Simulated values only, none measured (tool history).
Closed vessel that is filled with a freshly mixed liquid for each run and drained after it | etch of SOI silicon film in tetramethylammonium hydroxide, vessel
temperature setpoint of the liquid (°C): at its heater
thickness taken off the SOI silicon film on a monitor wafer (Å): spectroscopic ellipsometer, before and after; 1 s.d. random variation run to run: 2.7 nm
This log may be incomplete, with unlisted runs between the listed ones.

run,hour,temperature setpoint of the liquid (°C),concentration of hydroxide in the mixed liquid (% by weight),time in the liquid (s),thickness taken off the SOI silicon film on a monitor wafer (Å)
1,0.0,68.0,13.0,105,6774.1
2,5.0,65.0,13.0,105,5680.8
3,12.4,65.0,13.0,105,5610.4
4,14.2,63.0,13.0,105,5069.9
5,20.1,63.0,13.0,105,5033.3
6,29.3,61.5,13.0,105,4570.4

Forecast run 7:
7,34.8,58.5,13.0,105,?

Run 7 produced thickness taken off the SOI silicon film on a monitor wafer (Å) 3768.0.
